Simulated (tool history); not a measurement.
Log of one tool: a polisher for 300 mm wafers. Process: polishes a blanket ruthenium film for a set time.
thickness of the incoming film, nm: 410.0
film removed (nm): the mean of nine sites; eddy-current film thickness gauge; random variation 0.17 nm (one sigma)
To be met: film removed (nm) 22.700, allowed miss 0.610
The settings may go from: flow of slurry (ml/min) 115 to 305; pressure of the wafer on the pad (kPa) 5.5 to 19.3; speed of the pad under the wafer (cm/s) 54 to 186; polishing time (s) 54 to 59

run  hour  flow of slurry (ml/min)  pressure of the wafer on the pad (kPa)  speed of the pad under the wafer (cm/s)  polishing time (s)  film removed (nm)
  1   0.0                      195                                    12.4                                      118                  59             55.284
  2   5.2                      195                                    12.4                                      134                  59             63.115
  3   9.6                      195                                    13.8                                      134                  59             67.730
  4  13.5                      195                                    16.5                                      134                  59             77.373
  5  21.6                      190                                    13.8                                      116                  59             58.530
  6  25.9                      185                                    11.7                                      102                  59             46.284
  7  27.8                      180                                    10.3                                       92                  59             37.140
  8  28.8                      170                                     9.0                                       90                  59             32.936
  9  31.4                      165                                     8.3                                       88                  59             30.539
 10  40.2                      160                                     7.6                                       86                  59             28.205
 11  46.1                      155                                     6.9                                       84                  59             25.459
 12  50.1                      130                                     5.5                                       84                  59             21.760
 13  51.2                      135                                     5.5                                       84                  59             21.485
 14  56.9                      140                                     5.5                                       84                  59             21.982

Which of these 5 next moves meets every target?
  A  62.6                      125                                     7.6                                       82                  57                  ?
  B  62.6                      150                                     6.2                                       78                  56                  ?
  C  62.6                      150                                     6.9                                       84                  57                  ?
  D  62.6                      120                                     6.2                                       96                  56                  ?
  E  62.6                      140                                     6.2                                       84                  57                  ?

move  film removed (nm)
   A             24.526
   B             21.228
   C             24.713
   D             24.527
   E             22.824
A: takes the result that was furthest off past its target
B: further off than the last run
C: takes the result that was furthest off past its target
D: takes the result that was furthest off past its target
E: meets every target
Answer: E

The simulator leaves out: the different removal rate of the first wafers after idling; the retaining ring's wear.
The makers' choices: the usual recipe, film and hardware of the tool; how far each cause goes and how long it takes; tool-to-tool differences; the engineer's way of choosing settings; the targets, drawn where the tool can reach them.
